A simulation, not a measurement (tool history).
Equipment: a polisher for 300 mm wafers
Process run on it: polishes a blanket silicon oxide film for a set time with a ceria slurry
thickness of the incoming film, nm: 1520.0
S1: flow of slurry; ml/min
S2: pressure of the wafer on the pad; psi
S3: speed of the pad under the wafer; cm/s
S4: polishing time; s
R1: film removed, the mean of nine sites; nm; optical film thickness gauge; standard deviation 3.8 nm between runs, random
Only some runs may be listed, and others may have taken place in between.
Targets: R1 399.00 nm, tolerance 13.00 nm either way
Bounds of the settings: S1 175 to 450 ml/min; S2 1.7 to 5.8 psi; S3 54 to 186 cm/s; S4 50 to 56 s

run  hour   S1   S2   S3  S4      R1
  1   0.0  290  3.7  118  56  299.56
  2   8.4  290  3.9  118  56  319.18
  3  15.1  290  3.9  118  56  315.68
  4  21.7  290  4.0  118  56  314.78
     25.5  -- head pressure recalibrated
  5  25.5  290  3.4  118  56  265.45
  6  33.2  290  3.6  118  56  274.95
  7  36.1  290  3.6  118  56  280.80
  8  40.4  290  3.8  118  56  290.45
  9  45.2  290  4.0  118  56  305.23

Of the 4 settings listed for the next run, only one would bring every result within its allowed miss of target. Which one?
  A  50.0  240  4.5  142  56   ?
  B  50.0  390  5.4  136  56   ?
  C  50.0  255  3.6  110  52   ?
  D  50.0  330  3.8  118  56   ?

move      R1
   A  395.52
   B  456.26
   C  240.56
   D  294.64
A: all results land within tolerance of their targets
B: pushes the last run's worst result past its target
C: moves away from the targets compared with the last run
D: moves away from the targets compared with the last run
Correct choice: A, which meets every target
